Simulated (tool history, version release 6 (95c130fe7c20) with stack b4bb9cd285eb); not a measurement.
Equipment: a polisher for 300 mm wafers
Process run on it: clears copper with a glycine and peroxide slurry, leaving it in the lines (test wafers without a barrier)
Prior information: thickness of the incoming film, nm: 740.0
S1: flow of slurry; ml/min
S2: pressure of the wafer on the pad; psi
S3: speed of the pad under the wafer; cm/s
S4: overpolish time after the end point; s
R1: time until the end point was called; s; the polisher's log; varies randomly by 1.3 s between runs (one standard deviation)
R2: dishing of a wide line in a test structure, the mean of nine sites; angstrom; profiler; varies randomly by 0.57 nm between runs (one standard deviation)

run,hour,S1,S2,S3,S4,R1,R2
1,0,150,2.6,126,9,122.57,338.19
2,1.3,180,2.6,126,9,120.24,341.33
3,8.2,150,2.6,126,9,123.12,342.33
4,9.3,150,2.6,102,9,144.56,293.37
5,16.5,150,2.6,120,9,129.77,319.46
6,20,150,2.6,146,9,108.65,363.89
7,27.1,125,2.1,144,13,127.56,416.78
8,34.8,125,2.1,142,14,129.99,436.59

The next listed run, before its measurement:
9,41.7,130,2.1,142,14,?,?

R1: 129.17 s
R2: 431.48 angstrom
